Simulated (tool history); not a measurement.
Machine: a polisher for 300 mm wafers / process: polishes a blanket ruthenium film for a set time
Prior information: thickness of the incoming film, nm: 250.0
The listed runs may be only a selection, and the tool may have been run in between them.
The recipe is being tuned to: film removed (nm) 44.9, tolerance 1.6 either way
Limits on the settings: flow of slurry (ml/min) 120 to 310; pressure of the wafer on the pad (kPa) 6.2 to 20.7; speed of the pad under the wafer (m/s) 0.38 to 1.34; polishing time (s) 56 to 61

run,day,flow of slurry (ml/min),pressure of the wafer on the pad (kPa),speed of the pad under the wafer (m/s),polishing time (s),film removed (nm)
1,0,200,13.1,0.86,61,58.397
2,0.371,200,12.4,0.86,61,55.427
3,0.546,200,11.7,0.86,61,54.511
4,0.908,230,11.7,0.86,61,55.449
5,1.254,230,11.7,0.86,56,52.251
6,1.4,220,11,0.86,56,49.348
7,1.617,210,11,0.86,56,48.896
8,1.771,205,11,0.86,56,48.792
9,2.133,200,11,0.86,56,48.548
10,2.358,195,11,0.86,56,47.535

Next run, 5 choices. One meets every target within its allowed miss, the rest don't. Which?
A,2.583,170,13.1,0.74,61,?
B,2.583,205,11,0.82,59,?
C,2.583,210,6.2,1,56,?
D,2.583,200,9.7,0.76,57,?
E,2.583,200,11,0.7,61,?

move,film removed (nm)
A,51
B,49.691
C,41.78
D,42.007
E,45.457
A: lands further from the targets than the last run did
B: lands further from the targets than the last run did
C: takes the biggest miss from the last run beyond its target
D: takes the biggest miss from the last run beyond its target
E: in spec on every target
The move that meets every target is E.
